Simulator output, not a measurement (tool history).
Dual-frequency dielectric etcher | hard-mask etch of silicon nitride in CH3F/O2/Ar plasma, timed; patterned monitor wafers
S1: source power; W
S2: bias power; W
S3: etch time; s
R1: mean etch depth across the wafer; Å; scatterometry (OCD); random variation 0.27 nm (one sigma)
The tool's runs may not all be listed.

run 1 hour=0 | S1=350 S2=52 S3=173 | R1=1005
run 2 hour=1.5 | S1=380 S2=52 S3=173 | R1=1025.6
run 3 hour=10.5 | S1=360 S2=52 S3=173 | R1=1008.8
run 4 hour=16 | S1=400 S2=53 S3=173 | R1=1045.7
run 5 hour=24.3 | S1=400 S2=49 S3=173 | R1=1028.6
-- hour=28.3 wet clean of the chamber
run 6 hour=28.3 | S1=400 S2=45 S3=173 | R1=1045
run 7 hour=34.1 | S1=400 S2=45 S3=173 | R1=1044.8
run 8 hour=40.1 | S1=420 S2=45 S3=173.5 | R1=1064.7
run 9 hour=44.4 | S1=420 S2=45 S3=173.5 | R1=1060.1
run 10 hour=45.5 | S1=440 S2=46 S3=174 | R1=1082
run 11 hour=52.5 | S1=450 S2=46 S3=174.5 | R1=1093.3
run 12 hour=61 | S1=460 S2=46 S3=175 | R1=1102.3
run 13 hour=68 | S1=470 S2=46 S3=175.5 | R1=1112.5

Run 14 comes next. What will it give?
run 14 hour=71.9 | S1=480 S2=46 S3=176 | R1=?

Run 14 gave R1 1119.6 Å.

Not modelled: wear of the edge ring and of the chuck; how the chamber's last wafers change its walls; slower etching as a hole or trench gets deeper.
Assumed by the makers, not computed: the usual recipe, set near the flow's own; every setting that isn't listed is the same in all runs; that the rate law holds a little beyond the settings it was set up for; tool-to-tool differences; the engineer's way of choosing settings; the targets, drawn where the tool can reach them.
